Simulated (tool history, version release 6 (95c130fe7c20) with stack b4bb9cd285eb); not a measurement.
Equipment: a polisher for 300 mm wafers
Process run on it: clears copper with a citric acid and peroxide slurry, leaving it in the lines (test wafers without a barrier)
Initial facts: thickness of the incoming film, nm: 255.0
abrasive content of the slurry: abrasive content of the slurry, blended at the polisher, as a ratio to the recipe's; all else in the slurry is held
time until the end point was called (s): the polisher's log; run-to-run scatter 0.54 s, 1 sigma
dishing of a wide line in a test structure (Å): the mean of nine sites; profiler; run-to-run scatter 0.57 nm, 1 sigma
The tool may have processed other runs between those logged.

run	day	flow of slurry (ml/min)	pressure of the wafer on the pad (kPa)	speed of the pad under the wafer (cm/s)	abrasive content of the slurry	overpolish time after the end point (s)	time until the end point was called (s)	dishing of a wide line in a test structure (Å)
1	0.000	185	24.8	116	1.0	10	74.423	239.21
2	0.275	185	26.2	116	1.0	10	69.676	247.92
3	0.333	160	26.2	116	1.0	10	73.521	250.70
4	0.367	160	22.8	116	1.0	10	79.532	229.70
5	0.412	160	22.8	116	1.0	6	79.471	142.71
6	0.550	160	20.0	116	1.0	6	86.322	128.46
7	0.808	145	26.9	114	1.0	11	74.594	269.49
8	0.879	155	27.6	114	1.0	11	72.160	283.46
9	1.088	165	28.3	114	1.0	11	69.707	284.58
10	1.404	170	29.0	114	1.0	11	67.017	291.39
11	1.771	175	29.6	114	1.0	11	66.261	292.99

Run 12 comes next. What will it give?
12	1.938	180	30.3	114	1.0	11	?	?

{"run 12": {"time until the end point was called (s)": 66.395, "dishing of a wide line in a test structure (Å)": 310.88}}

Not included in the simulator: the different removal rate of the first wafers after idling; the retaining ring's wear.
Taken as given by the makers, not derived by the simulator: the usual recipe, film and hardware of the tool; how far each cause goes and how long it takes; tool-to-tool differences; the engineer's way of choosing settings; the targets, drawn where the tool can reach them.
